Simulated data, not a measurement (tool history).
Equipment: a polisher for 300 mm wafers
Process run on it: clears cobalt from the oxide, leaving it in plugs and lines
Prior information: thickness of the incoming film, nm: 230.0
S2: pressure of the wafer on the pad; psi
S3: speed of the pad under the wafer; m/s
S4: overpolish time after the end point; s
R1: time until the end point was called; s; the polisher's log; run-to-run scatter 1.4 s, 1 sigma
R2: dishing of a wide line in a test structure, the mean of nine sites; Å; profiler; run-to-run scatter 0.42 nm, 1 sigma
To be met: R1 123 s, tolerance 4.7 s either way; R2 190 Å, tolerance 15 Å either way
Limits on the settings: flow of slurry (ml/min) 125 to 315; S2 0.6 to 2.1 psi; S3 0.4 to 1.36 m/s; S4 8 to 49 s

Run 1, day 0: flow of slurry (ml/min) 205, S2 1.3 psi, S3 0.88 m/s, S4 25 s. Result: R1 82.93 s, R2 180.36 Å.
Run 2, day 0.242: flow of slurry (ml/min) 205, S2 1.2 psi, S3 0.88 m/s, S4 28 s. Result: R1 90.686 s, R2 181.74 Å.
Run 3, day 0.588: flow of slurry (ml/min) 205, S2 1.1 psi, S3 0.88 m/s, S4 31 s. Result: R1 99.579 s, R2 186.79 Å.
Run 4, day 0.912: flow of slurry (ml/min) 205, S2 1.1 psi, S3 0.88 m/s, S4 38 s. Result: R1 100.47 s, R2 196.42 Å.
Run 5, day 1.183: flow of slurry (ml/min) 205, S2 1.1 psi, S3 0.88 m/s, S4 43 s. Result: R1 97.137 s, R2 201.73 Å.
Run 6, day 1.283: flow of slurry (ml/min) 205, S2 1.1 psi, S3 0.76 m/s, S4 43 s. Result: R1 113.18 s, R2 195.14 Å.
At day 1.329: head pressure recalibrated.
Run 7, day 1.329: flow of slurry (ml/min) 205, S2 1 psi, S3 0.76 m/s, S4 42 s. Result: R1 136.05 s, R2 188.5 Å.
Run 8, day 1.425: flow of slurry (ml/min) 210, S2 1 psi, S3 0.76 m/s, S4 41 s. Result: R1 136.18 s, R2 188.11 Å.

Consider the 5 candidate settings below. Which is the only one whose results all fall within their allowed miss of target?
Run A, day 1.521: flow of slurry (ml/min) 155, S2 1.2 psi, S3 0.66 m/s, S4 25 s. Result: R1 ?, R2 ?.
Run B, day 1.521: flow of slurry (ml/min) 175, S2 0.7 psi, S3 0.98 m/s, S4 49 s. Result: R1 ?, R2 ?.
Run C, day 1.521: flow of slurry (ml/min) 140, S2 1.2 psi, S3 0.76 m/s, S4 22 s. Result: R1 ?, R2 ?.
Run D, day 1.521: flow of slurry (ml/min) 205, S2 1 psi, S3 0.74 m/s, S4 27 s. Result: R1 ?, R2 ?.
Run E, day 1.521: flow of slurry (ml/min) 285, S2 1.1 psi, S3 0.74 m/s, S4 45 s. Result: R1 ?, R2 ?.

move      R1      R2
   A  136.37  164.29
   B   150.8     193
   C  121.37  163.06
   D   138.9  168.24
   E  122.28  195.44
A: just as far off the targets as the last run
B: the biggest miss grows against the last run
C: the worst result of the last run now meets its target, but another is out of spec
D: the biggest miss grows against the last run
E: hits every target within its allowed miss
E is the move that brings every result within its allowed miss.

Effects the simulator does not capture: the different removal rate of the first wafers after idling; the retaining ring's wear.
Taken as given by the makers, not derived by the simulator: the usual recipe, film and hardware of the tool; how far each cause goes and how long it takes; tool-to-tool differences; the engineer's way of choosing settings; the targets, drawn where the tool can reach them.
